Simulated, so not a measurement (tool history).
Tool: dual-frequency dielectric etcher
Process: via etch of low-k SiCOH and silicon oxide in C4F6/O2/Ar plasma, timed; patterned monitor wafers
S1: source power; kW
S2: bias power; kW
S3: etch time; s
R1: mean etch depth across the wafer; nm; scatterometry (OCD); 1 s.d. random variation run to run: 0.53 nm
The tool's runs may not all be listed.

run,hour,S1,S2,S3,R1
1,0,0.46,0.148,29,81.111
2,3.3,0.46,0.169,29,84.533
3,10.3,0.46,0.185,29,86.079
4,15.9,0.39,0.185,29,78.492
5,19.8,0.39,0.174,29,76.629
6,22.1,0.3,0.174,29,65.395
7,28.5,0.33,0.175,29,69.326
8,31.3,0.35,0.176,29,72.712
9,37.4,0.37,0.177,29,75.613
10,43.5,0.39,0.178,29,77.528

Run 11 is up next; what results do you expect?
11,48.4,0.41,0.179,29,?

Run 11 produced R1 80.028 nm.
